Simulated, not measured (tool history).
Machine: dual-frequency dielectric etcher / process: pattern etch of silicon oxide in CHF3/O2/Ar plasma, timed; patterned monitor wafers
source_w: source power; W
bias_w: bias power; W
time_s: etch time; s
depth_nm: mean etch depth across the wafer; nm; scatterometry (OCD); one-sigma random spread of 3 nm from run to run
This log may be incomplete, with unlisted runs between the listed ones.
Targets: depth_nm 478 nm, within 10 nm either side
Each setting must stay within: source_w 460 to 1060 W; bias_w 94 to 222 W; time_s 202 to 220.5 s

Run 1, hour 0: source_w 760 W, bias_w 158 W, time_s 220.5 s. Result: depth_nm 409.57 nm.
Run 2, hour 1.2: source_w 800 W, bias_w 160 W, time_s 220.5 s. Result: depth_nm 413.94 nm.
Run 3, hour 4: source_w 830 W, bias_w 165 W, time_s 220.5 s. Result: depth_nm 427.39 nm.
Run 4, hour 10.1: source_w 830 W, bias_w 165 W, time_s 202 s. Result: depth_nm 390.76 nm.
Run 5, hour 13: source_w 830 W, bias_w 165 W, time_s 202 s. Result: depth_nm 390.05 nm.
Run 6, hour 21.6: source_w 860 W, bias_w 172 W, time_s 204.5 s. Result: depth_nm 403.78 nm.
Run 7, hour 25.7: source_w 1010 W, bias_w 204 W, time_s 213.5 s. Result: depth_nm 466.07 nm.
Run 8, hour 33.4: source_w 1010 W, bias_w 205 W, time_s 213.5 s. Result: depth_nm 466.99 nm.

Below are 5 possible settings for the next run. Only one of them brings all results inside the allowed miss of their targets. Which is it?
Run A, hour 41.1: source_w 1030 W, bias_w 185 W, time_s 209 s. Result: depth_nm ?.
Run B, hour 41.1: source_w 950 W, bias_w 222 W, time_s 217 s. Result: depth_nm ?.
Run C, hour 41.1: source_w 1060 W, bias_w 170 W, time_s 218.5 s. Result: depth_nm ?.
Run D, hour 41.1: source_w 960 W, bias_w 210 W, time_s 208 s. Result: depth_nm ?.
Run E, hour 41.1: source_w 870 W, bias_w 206 W, time_s 214 s. Result: depth_nm ?.

move  depth_nm
   A    448.02
   B    476.96
   C    462.19
   D    451.37
   E    446.94
A: the biggest miss grows against the last run
B: each result inside its tolerance
C: the biggest miss grows against the last run
D: the biggest miss grows against the last run
E: the biggest miss grows against the last run
Correct choice: B, which meets every target
